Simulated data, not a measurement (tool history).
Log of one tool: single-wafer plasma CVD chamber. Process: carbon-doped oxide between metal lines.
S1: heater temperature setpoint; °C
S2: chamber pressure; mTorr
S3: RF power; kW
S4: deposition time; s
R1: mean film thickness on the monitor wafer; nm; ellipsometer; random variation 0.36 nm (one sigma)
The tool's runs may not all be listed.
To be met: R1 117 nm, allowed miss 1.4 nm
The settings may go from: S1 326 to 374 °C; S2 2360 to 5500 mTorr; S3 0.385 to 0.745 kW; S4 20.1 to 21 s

{"run": 1, "hour": 0.0, "S1": 350, "S2": 3930, "S3": 0.565, "S4": 21, "R1": 104.09}
{"run": 2, "hour": 2.6, "S1": 350, "S2": 4620, "S3": 0.565, "S4": 21, "R1": 107.31}
{"run": 3, "hour": 8.8, "S1": 348, "S2": 4700, "S3": 0.565, "S4": 21, "R1": 108.57}
{"run": 4, "hour": 15.9, "S1": 343, "S2": 4700, "S3": 0.565, "S4": 21, "R1": 109.91}
{"run": 5, "hour": 17.7, "S1": 343, "S2": 4700, "S3": 0.565, "S4": 21, "R1": 109.84}
{"run": 6, "hour": 19.6, "S1": 343, "S2": 5390, "S3": 0.565, "S4": 21, "R1": 112.36}
{"run": 7, "hour": 28.4, "S1": 342, "S2": 5400, "S3": 0.565, "S4": 21, "R1": 112.78}
{"run": 8, "hour": 36.2, "S1": 341, "S2": 5410, "S3": 0.565, "S4": 21, "R1": 113.39}
{"run": 9, "hour": 44.9, "S1": 340, "S2": 5420, "S3": 0.565, "S4": 21, "R1": 113.25}
{"run": 10, "hour": 51.4, "S1": 339, "S2": 5430, "S3": 0.565, "S4": 21, "R1": 113.98}
{"run": 11, "hour": 60.2, "S1": 338, "S2": 5440, "S3": 0.565, "S4": 21, "R1": 114.7}
{"run": 12, "hour": 63.9, "S1": 337, "S2": 5450, "S3": 0.565, "S4": 21, "R1": 114.2}
{"run": 13, "hour": 67.7, "S1": 330, "S2": 5500, "S3": 0.575, "S4": 21, "R1": 119.13}
{"run": 14, "hour": 71.3, "S1": 330, "S2": 5490, "S3": 0.575, "S4": 21, "R1": 118.98}
{"run": 15, "hour": 74.0, "S1": 330, "S2": 5480, "S3": 0.575, "S4": 21, "R1": 119.48}
{"run": 16, "hour": 79.0, "S1": 331, "S2": 5470, "S3": 0.575, "S4": 21, "R1": 118.56}
{"run": 17, "hour": 86.2, "S1": 331, "S2": 5460, "S3": 0.575, "S4": 21, "R1": 118.7}
{"run": 18, "hour": 87.6, "S1": 331, "S2": 5450, "S3": 0.575, "S4": 21, "R1": 119.02}
{"run": 19, "hour": 88.5, "S1": 331, "S2": 5450, "S3": 0.575, "S4": 21, "R1": 119.23}
{"run": 20, "hour": 89.9, "S1": 331, "S2": 5440, "S3": 0.575, "S4": 21, "R1": 118.99}

5 next moves are on the table. One of them brings every result within its allowed miss. Which?
{"run": "A", "hour": 91.3, "S1": 329, "S2": 5500, "S3": 0.58, "S4": 21, "R1": "?"}
{"run": "B", "hour": 91.3, "S1": 332, "S2": 5170, "S3": 0.55, "S4": 21, "R1": "?"}
{"run": "C", "hour": 91.3, "S1": 339, "S2": 5130, "S3": 0.605, "S4": 21, "R1": "?"}
{"run": "D", "hour": 91.3, "S1": 339, "S2": 5500, "S3": 0.58, "S4": 21, "R1": "?"}
{"run": "E", "hour": 91.3, "S1": 339, "S2": 5500, "S3": 0.62, "S4": 21, "R1": "?"}

move=A R1=120.53
move=B R1=113.51
move=C R1=118.9
move=D R1=116.22
move=E R1=122.21
A: further off than the last run
B: takes the result that was furthest off past its target
C: as far off as the last run
D: meets every target
E: further off than the last run
Answer: D
